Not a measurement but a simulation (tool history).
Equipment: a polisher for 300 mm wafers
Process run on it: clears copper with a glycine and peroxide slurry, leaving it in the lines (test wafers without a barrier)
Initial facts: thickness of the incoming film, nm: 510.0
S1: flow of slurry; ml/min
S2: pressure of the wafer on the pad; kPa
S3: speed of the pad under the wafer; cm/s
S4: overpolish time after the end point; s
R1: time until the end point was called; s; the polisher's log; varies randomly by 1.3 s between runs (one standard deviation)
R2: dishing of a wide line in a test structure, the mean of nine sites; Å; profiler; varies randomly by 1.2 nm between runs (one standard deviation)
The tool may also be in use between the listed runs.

run  hour   S1    S2   S3  S4      R1      R2
  1     0  235  13.8  112  21  90.636  676.91
  2   1.7  235  11.7  110  22   105.9  647.86
  3   4.8  235  11.7   88  22  122.59  553.98
  4   5.8  235    11   88  23  130.96  549.62
  5  13.8  260    11   88  23  125.79  570.11
  6  20.4  240    11   88  23  129.06  561.11

The next listed run, before its measurement:
  7  26.3  225  11  88  23   ?   ?

Logged for run 7: R1 130.16 s, R2 578.59 Å.
